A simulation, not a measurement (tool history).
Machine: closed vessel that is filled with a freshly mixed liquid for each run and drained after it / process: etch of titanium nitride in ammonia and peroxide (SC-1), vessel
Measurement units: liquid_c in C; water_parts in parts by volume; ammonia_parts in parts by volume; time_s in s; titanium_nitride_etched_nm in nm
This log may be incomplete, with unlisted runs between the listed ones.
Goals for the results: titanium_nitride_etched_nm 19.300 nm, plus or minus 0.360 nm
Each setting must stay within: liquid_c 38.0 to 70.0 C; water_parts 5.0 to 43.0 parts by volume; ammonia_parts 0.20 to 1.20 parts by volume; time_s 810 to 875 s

| run | hour | liquid_c | water_parts | ammonia_parts | time_s | titanium_nitride_etched_nm |
|---|---|---|---|---|---|---|
| 1 | 0.0 | 54.0 | 24.0 | 0.70 | 810 | 45.394 |
| 2 | 5.7 | 52.5 | 24.0 | 0.70 | 810 | 41.033 |
| 3 | 12.7 | 52.5 | 24.0 | 0.80 | 810 | 41.712 |
| 4 | 16.4 | 58.0 | 24.0 | 0.80 | 810 | 60.950 |
| 5 | 21.8 | 58.0 | 24.0 | 0.80 | 810 | 60.810 |
| 6 | 27.7 | 56.0 | 24.0 | 0.80 | 810 | 52.951 |
| 7 | 35.0 | 54.0 | 24.0 | 0.80 | 810 | 46.390 |
| 8 | 38.4 | 52.5 | 24.0 | 0.80 | 810 | 41.898 |
| 9 | 40.7 | 51.0 | 24.0 | 0.80 | 810 | 37.800 |
| 10 | 46.7 | 43.0 | 24.0 | 0.80 | 810 | 21.545 |
| 11 | 55.5 | 42.0 | 24.0 | 0.80 | 810 | 20.040 |

Which single option among these 5 for the next run brings every result within its allowed miss of target? Just one does.
| A | 64.3 | 40.5 | 23.5 | 0.70 | 845 | ? |
| B | 64.3 | 42.0 | 26.0 | 1.05 | 850 | ? |
| C | 64.3 | 41.0 | 24.0 | 1.05 | 810 | ? |
| D | 64.3 | 40.0 | 22.5 | 0.70 | 860 | ? |
| E | 64.3 | 41.0 | 22.5 | 0.70 | 875 | ? |

| move | titanium_nitride_etched_nm |
|---|---|
| A | 18.380 |
| B | 20.998 |
| C | 19.435 |
| D | 18.470 |
| E | 20.235 |
A: carries the result that was furthest off beyond its target, to the other side
B: misses by more than the last run did
C: in spec on every target
D: carries the result that was furthest off beyond its target, to the other side
E: misses by more than the last run did
Move C is the one to make.
